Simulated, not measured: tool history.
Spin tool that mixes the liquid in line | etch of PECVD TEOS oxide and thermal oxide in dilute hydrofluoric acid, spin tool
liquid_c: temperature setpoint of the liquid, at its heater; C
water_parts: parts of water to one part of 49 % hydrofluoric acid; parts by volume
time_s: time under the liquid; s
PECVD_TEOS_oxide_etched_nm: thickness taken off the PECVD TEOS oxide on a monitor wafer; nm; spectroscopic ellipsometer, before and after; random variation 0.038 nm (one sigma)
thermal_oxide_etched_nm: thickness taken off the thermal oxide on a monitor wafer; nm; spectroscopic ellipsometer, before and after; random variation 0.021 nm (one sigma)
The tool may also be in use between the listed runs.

run 1 hour=0 | liquid_c=22 water_parts=130 time_s=125 | PECVD_TEOS_oxide_etched_nm=9.6097 thermal_oxide_etched_nm=3.9083
run 2 hour=5.2 | liquid_c=21 water_parts=135 time_s=125 | PECVD_TEOS_oxide_etched_nm=8.9373 thermal_oxide_etched_nm=3.6058
run 3 hour=8.5 | liquid_c=21 water_parts=135 time_s=145 | PECVD_TEOS_oxide_etched_nm=10.231 thermal_oxide_etched_nm=4.2471
run 4 hour=12.5 | liquid_c=20.5 water_parts=140 time_s=145 | PECVD_TEOS_oxide_etched_nm=9.6252 thermal_oxide_etched_nm=4.017
run 5 hour=20.6 | liquid_c=20 water_parts=145 time_s=145 | PECVD_TEOS_oxide_etched_nm=9.1809 thermal_oxide_etched_nm=3.6914
run 6 hour=23.7 | liquid_c=20 water_parts=150 time_s=145 | PECVD_TEOS_oxide_etched_nm=8.7155 thermal_oxide_etched_nm=3.6033
run 7 hour=30.4 | liquid_c=19.5 water_parts=155 time_s=145 | PECVD_TEOS_oxide_etched_nm=8.2721 thermal_oxide_etched_nm=3.3872
run 8 hour=35.6 | liquid_c=19 water_parts=155 time_s=145 | PECVD_TEOS_oxide_etched_nm=8.0238 thermal_oxide_etched_nm=3.2765
run 9 hour=40.3 | liquid_c=18.5 water_parts=155 time_s=145 | PECVD_TEOS_oxide_etched_nm=8.0285 thermal_oxide_etched_nm=3.2444
run 10 hour=45.8 | liquid_c=18.5 water_parts=160 time_s=145 | PECVD_TEOS_oxide_etched_nm=7.6956 thermal_oxide_etched_nm=3.1255

Forecast run 11:
run 11 hour=54.5 | liquid_c=18 water_parts=160 time_s=145 | PECVD_TEOS_oxide_etched_nm=? thermal_oxide_etched_nm=?

Run 11 gave PECVD_TEOS_oxide_etched_nm 7.4908 nm, thermal_oxide_etched_nm 3.0472 nm.
